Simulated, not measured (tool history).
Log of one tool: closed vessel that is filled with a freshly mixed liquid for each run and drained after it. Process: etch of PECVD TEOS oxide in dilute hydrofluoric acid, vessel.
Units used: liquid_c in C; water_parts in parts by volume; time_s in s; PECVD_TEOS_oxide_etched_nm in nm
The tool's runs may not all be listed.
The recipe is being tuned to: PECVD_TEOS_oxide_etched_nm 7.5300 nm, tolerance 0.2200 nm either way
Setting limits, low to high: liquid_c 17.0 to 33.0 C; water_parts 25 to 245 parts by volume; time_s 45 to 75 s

| run | hour | liquid_c | water_parts | time_s | PECVD_TEOS_oxide_etched_nm |
|---|---|---|---|---|---|
| 1 | 0.0 | 25.0 | 135 | 75 | 9.1170 |
| 2 | 8.5 | 25.0 | 115 | 75 | 10.9370 |
| 3 | 14.9 | 22.5 | 120 | 75 | 9.4191 |
| 4 | 19.8 | 22.5 | 120 | 75 | 9.3803 |
| 5 | 26.4 | 21.0 | 120 | 75 | 8.9292 |
| 6 | 32.4 | 20.0 | 120 | 75 | 8.4957 |
| 7 | 37.0 | 19.0 | 120 | 75 | 8.1641 |
| 8 | 42.7 | 18.5 | 120 | 75 | 8.0577 |
| 9 | 47.2 | 18.5 | 120 | 75 | 8.0676 |
| 10 | 55.7 | 18.0 | 120 | 75 | 7.8343 |
|  | 64.1 | hydrofluoric acid flow meter replaced |
| 11 | 64.1 | 17.5 | 120 | 75 | 7.1666 |

Exactly one of the 5 candidate moves below puts every result within its allowed miss. Which one?
| A | 72.5 | 17.5 | 125 | 75 | ? |
| B | 72.5 | 17.0 | 100 | 60 | ? |
| C | 72.5 | 18.0 | 125 | 75 | ? |
| D | 72.5 | 19.5 | 135 | 75 | ? |
| E | 72.5 | 19.5 | 125 | 75 | ? |

| move | PECVD_TEOS_oxide_etched_nm |
|---|---|
| A | 6.8782 |
| B | 6.9111 |
| C | 7.0216 |
| D | 6.8403 |
| E | 7.4659 |
A: further off than the last run
B: further off than the last run
C: further off than the last run
D: further off than the last run
E: all results land within tolerance of their targets
The move that meets every target is E.

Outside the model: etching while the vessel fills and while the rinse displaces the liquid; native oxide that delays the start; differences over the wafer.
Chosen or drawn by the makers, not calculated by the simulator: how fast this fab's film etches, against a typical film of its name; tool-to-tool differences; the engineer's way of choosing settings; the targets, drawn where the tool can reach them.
